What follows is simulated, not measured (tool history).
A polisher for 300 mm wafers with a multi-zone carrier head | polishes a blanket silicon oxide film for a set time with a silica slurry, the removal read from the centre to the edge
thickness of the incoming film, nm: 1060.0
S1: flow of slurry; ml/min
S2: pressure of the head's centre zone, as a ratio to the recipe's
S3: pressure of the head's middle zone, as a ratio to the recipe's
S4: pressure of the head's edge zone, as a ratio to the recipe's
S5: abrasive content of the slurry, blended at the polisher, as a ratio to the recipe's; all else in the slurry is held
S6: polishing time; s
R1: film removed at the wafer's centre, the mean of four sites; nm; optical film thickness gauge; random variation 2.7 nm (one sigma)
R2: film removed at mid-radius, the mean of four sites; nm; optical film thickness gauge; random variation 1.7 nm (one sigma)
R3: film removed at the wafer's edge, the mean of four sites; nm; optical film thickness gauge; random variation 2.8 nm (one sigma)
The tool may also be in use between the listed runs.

{"run": 1, "hour": 0.0, "S1": 320, "S2": 1.0, "S3": 1.0, "S4": 1.0, "S5": 1.0, "S6": 64, "R1": 207.78, "R2": 215.03, "R3": 221.79}
{"run": 2, "hour": 5.7, "S1": 320, "S2": 1.0, "S3": 0.92, "S4": 1.0, "S5": 1.0, "S6": 64, "R1": 206.21, "R2": 199.18, "R3": 216.67}
{"run": 3, "hour": 7.1, "S1": 320, "S2": 1.0, "S3": 0.92, "S4": 1.06, "S5": 1.0, "S6": 64, "R1": 208.26, "R2": 199.74, "R3": 229.52}
{"run": 4, "hour": 13.0, "S1": 370, "S2": 1.0, "S3": 0.92, "S4": 1.06, "S5": 1.0, "S6": 64, "R1": 213.55, "R2": 200.89, "R3": 230.12}
{"run": 5, "hour": 18.2, "S1": 370, "S2": 1.06, "S3": 0.92, "S4": 1.06, "S5": 1.0, "S6": 64, "R1": 224.06, "R2": 202.25, "R3": 221.19}
{"run": 6, "hour": 23.5, "S1": 370, "S2": 1.06, "S3": 0.86, "S4": 1.06, "S5": 1.0, "S6": 64, "R1": 220.9, "R2": 192.58, "R3": 228.74}
{"run": 7, "hour": 29.5, "S1": 370, "S2": 1.06, "S3": 0.86, "S4": 1.06, "S5": 1.0, "S6": 64, "R1": 224.38, "R2": 191.79, "R3": 227.08}
{"run": 8, "hour": 38.2, "S1": 365, "S2": 1.02, "S3": 0.91, "S4": 1.04, "S5": 1.0, "S6": 64, "R1": 217.61, "R2": 203.28, "R3": 222.83}

Run 9 comes next. What will it give?
{"run": 9, "hour": 42.6, "S1": 370, "S2": 0.97, "S3": 0.93, "S4": 1.03, "S5": 1.0, "S6": 64, "R1": "?", "R2": "?", "R3": "?"}

R1: 207.06 nm
R2: 204.46 nm
R3: 220.92 nm
